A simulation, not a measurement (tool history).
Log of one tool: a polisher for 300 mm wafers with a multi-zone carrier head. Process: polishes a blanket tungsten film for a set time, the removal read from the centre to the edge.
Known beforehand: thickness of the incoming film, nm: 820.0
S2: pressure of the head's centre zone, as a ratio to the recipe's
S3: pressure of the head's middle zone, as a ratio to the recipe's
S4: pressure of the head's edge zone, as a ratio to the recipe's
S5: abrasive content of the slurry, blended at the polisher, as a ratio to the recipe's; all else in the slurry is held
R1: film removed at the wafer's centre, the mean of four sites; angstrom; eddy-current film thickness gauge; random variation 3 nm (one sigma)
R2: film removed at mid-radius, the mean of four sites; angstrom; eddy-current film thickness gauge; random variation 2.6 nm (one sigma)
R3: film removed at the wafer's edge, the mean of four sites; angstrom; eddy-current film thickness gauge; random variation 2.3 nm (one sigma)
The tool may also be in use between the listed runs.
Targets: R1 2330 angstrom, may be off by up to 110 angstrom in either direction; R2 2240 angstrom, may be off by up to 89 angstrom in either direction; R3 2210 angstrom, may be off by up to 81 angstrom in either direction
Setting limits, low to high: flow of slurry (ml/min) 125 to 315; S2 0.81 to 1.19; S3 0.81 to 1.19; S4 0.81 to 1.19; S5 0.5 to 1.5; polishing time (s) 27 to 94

{"run": 1, "day": 0.0, "flow of slurry (ml/min)": 205, "S2": 1, "S3": 1, "S4": 1, "S5": 1, "polishing time (s)": 60, "R1": 1450.3, "R2": 1520.3, "R3": 1539.9}
{"run": 2, "day": 0.371, "flow of slurry (ml/min)": 205, "S2": 1.08, "S3": 1, "S4": 1, "S5": 1, "polishing time (s)": 60, "R1": 1563.6, "R2": 1514.3, "R3": 1545}
{"run": 3, "day": 0.675, "flow of slurry (ml/min)": 230, "S2": 1.08, "S3": 1, "S4": 1, "S5": 1, "polishing time (s)": 60, "R1": 1599.6, "R2": 1587.4, "R3": 1519.7}
{"run": 4, "day": 0.792, "flow of slurry (ml/min)": 230, "S2": 1.08, "S3": 1, "S4": 1, "S5": 1.1, "polishing time (s)": 60, "R1": 1588.2, "R2": 1567.4, "R3": 1588.7}
{"run": 5, "day": 0.829, "flow of slurry (ml/min)": 240, "S2": 1.11, "S3": 1.02, "S4": 1, "S5": 1.15, "polishing time (s)": 64, "R1": 1736, "R2": 1742.8, "R3": 1692.6}
{"run": 6, "day": 1.096, "flow of slurry (ml/min)": 245, "S2": 1.13, "S3": 1.02, "S4": 1, "S5": 1.2, "polishing time (s)": 68, "R1": 1949.7, "R2": 1857.4, "R3": 1764.9}
{"run": 7, "day": 1.442, "flow of slurry (ml/min)": 245, "S2": 1.13, "S3": 1.03, "S4": 1.02, "S5": 1.3, "polishing time (s)": 70, "R1": 1945.2, "R2": 1981, "R3": 1938.2}
{"day": 1.65, "done": "centre zone pressure recalibrated"}
{"run": 8, "day": 1.65, "flow of slurry (ml/min)": 250, "S2": 1.15, "S3": 1.03, "S4": 1.02, "S5": 1.35, "polishing time (s)": 72, "R1": 2225.6, "R2": 2061.3, "R3": 1972.6}
{"run": 9, "day": 1.954, "flow of slurry (ml/min)": 250, "S2": 1.15, "S3": 1.04, "S4": 1.04, "S5": 1.4, "polishing time (s)": 73, "R1": 2258.2, "R2": 2079.6, "R3": 2009.8}

Pick the move, out of 5, that brings all results within their allowed miss; only one does.
{"run": "A", "day": 2.258, "flow of slurry (ml/min)": 300, "S2": 1.15, "S3": 1.19, "S4": 0.85, "S5": 1.4, "polishing time (s)": 67, "R1": "?", "R2": "?", "R3": "?"}
{"run": "B", "day": 2.258, "flow of slurry (ml/min)": 235, "S2": 1.1, "S3": 1.06, "S4": 1.12, "S5": 1.45, "polishing time (s)": 77, "R1": "?", "R2": "?", "R3": "?"}
{"run": "C", "day": 2.258, "flow of slurry (ml/min)": 280, "S2": 1.09, "S3": 1.16, "S4": 0.97, "S5": 1, "polishing time (s)": 74, "R1": "?", "R2": "?", "R3": "?"}
{"run": "D", "day": 2.258, "flow of slurry (ml/min)": 230, "S2": 1.06, "S3": 0.94, "S4": 1.1, "S5": 1.5, "polishing time (s)": 82, "R1": "?", "R2": "?", "R3": "?"}
{"run": "E", "day": 2.258, "flow of slurry (ml/min)": 295, "S2": 1.19, "S3": 1.19, "S4": 0.86, "S5": 1.4, "polishing time (s)": 69, "R1": "?", "R2": "?", "R3": "?"}

move=A R1=2125.1 R2=2183.4 R3=1694.8
move=B R1=2289.3 R2=2228.6 R3=2197
move=C R1=2103.6 R2=2226.3 R3=1881
move=D R1=2359.2 R2=2151.9 R3=2331
move=E R1=2256.8 R2=2244.5 R3=1752.5
A: lands further from the targets than the last run did
B: all results land within tolerance of their targets
C: lands further from the targets than the last run did
D: carries the result that was furthest off beyond its target, to the other side
E: lands further from the targets than the last run did
Answer: B
